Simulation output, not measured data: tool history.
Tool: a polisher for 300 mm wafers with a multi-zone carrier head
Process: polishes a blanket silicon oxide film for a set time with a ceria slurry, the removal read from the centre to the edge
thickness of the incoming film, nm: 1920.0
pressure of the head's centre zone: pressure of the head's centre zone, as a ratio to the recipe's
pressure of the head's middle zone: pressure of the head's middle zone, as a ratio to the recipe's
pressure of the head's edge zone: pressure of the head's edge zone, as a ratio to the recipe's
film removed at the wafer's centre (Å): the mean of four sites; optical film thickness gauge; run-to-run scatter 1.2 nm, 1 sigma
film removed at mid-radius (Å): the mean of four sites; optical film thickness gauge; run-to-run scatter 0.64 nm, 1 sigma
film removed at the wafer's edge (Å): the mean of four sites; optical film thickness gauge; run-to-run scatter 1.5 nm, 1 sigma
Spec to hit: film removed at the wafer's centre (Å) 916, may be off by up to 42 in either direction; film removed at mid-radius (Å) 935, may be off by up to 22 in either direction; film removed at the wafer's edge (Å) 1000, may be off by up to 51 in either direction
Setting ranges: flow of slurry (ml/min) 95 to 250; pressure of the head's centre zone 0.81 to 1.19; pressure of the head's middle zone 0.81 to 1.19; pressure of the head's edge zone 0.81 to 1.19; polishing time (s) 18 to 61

run	hour	flow of slurry (ml/min)	pressure of the head's centre zone	pressure of the head's middle zone	pressure of the head's edge zone	polishing time (s)	film removed at the wafer's centre (Å)	film removed at mid-radius (Å)	film removed at the wafer's edge (Å)
1	0	160	1	1	1	39	1384.6	1440.2	1406.7
2	2.2	160	0.94	1	1	39	1305.5	1443.8	1425
3	5.4	160	0.85	1	1	39	1167.4	1451.5	1387.4
4	8.4	155	0.85	0.98	0.99	38	1155.3	1381.5	1326.7
5	17	135	0.85	0.98	0.99	38	1136.6	1341.6	1330.8
6	22.8	135	0.85	0.97	0.98	37	1093.4	1296	1310.9
7	30.9	120	0.95	0.88	0.88	26	829.03	819.92	852.61
8	37.6	165	0.92	0.9	0.98	26	860.34	885.78	940.91
9	42.3	170	0.92	0.9	0.99	26	872.7	884.99	949.89
10	46.9	175	0.92	0.9	0.99	26	849.16	898.55	906.71
11	50.8	175	0.92	0.9	1	26	867.24	897.09	919.35
12	56.2	175	0.92	0.9	1.01	26	841.55	897.33	920.97
13	65	170	0.93	0.9	1.01	26	865.83	887.35	949.23

Exercise: of the 4 proposed moves below, exactly one satisfies all targets within the stated allowed misses. Which move is it?
A	73.8	200	0.84	1.03	0.95	25	?	?	?
B	73.8	150	0.96	0.94	1.06	27	?	?	?
C	73.8	100	0.95	0.85	1.19	27	?	?	?
D	73.8	185	0.97	0.85	0.85	25	?	?	?

move	film removed at the wafer's centre (Å)	film removed at mid-radius (Å)	film removed at the wafer's edge (Å)
A	784.26	983.05	891.84
B	923.26	941.14	985.6
C	837.16	801.98	992.06
D	894.85	827.99	842.85
A: moves the result that the last run missed by most past its target, out the other side
B: all results land within tolerance of their targets
C: further off than the last run
D: further off than the last run
B meets every target.
